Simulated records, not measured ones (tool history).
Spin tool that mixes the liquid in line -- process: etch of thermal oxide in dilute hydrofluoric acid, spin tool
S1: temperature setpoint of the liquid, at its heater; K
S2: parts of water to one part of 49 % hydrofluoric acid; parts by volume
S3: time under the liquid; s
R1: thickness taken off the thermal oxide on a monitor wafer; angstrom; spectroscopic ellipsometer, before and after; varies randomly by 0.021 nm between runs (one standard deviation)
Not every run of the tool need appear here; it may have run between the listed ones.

run 1 day=0 | S1=296.15 S2=275 S3=265 | R1=36.553
run 2 day=0.175 | S1=294.15 S2=275 S3=265 | R1=34.334
run 3 day=0.392 | S1=294.15 S2=210 S3=265 | R1=48.017
run 4 day=0.475 | S1=294.15 S2=210 S3=265 | R1=47.592
run 5 day=0.575 | S1=297.65 S2=210 S3=265 | R1=54.487
run 6 day=0.733 | S1=296.65 S2=230 S3=265 | R1=46.917
run 7 day=1.062 | S1=292.65 S2=340 S3=265 | R1=24.508
run 8 day=1.279 | S1=292.15 S2=345 S3=265 | R1=23.717

Run 9 is up next; what results do you expect?
run 9 day=1.467 | S1=292.15 S2=350 S3=265 | R1=?

R1: 23.478 angstrom

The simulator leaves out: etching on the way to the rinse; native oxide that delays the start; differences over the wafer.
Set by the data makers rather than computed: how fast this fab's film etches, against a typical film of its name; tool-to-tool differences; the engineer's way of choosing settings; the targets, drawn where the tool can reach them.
